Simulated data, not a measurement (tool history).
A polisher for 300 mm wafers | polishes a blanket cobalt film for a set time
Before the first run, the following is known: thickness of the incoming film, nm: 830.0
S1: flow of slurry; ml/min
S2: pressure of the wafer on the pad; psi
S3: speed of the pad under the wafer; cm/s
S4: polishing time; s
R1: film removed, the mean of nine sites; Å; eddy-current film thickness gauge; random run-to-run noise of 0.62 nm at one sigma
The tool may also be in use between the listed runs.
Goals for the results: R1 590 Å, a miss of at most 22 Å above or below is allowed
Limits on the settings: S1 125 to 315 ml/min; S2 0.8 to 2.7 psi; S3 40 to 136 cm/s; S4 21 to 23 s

run  hour   S1   S2   S3  S4      R1
  1     0  205  1.7   88  23  1002.4
  2   4.3  205  1.6   88  23  926.68
  3  11.3  205  1.6  108  23  1119.8
  4  19.5  175  1.6  108  23  1103.4
  5  20.5  175  1.6   98  23   982.9
  6  25.3  170  1.5   98  23  936.57
  7  30.1  170  1.4   98  23  888.08
  8  30.8  165  0.9   92  23  534.54

Pick the move, out of 4, that brings all results within their allowed miss; only one does.
  A  31.5  155  0.8  88  23   ?
  B  31.5  150  0.8  94  22   ?
  C  31.5  135  1.3  74  22   ?
  D  31.5  170  0.9  76  23   ?

move      R1
   A   466.9
   B  468.97
   C  597.46
   D   470.2
A: the biggest miss grows against the last run
B: the biggest miss grows against the last run
C: all results land within tolerance of their targets
D: the biggest miss grows against the last run
Correct choice: C, which meets every target
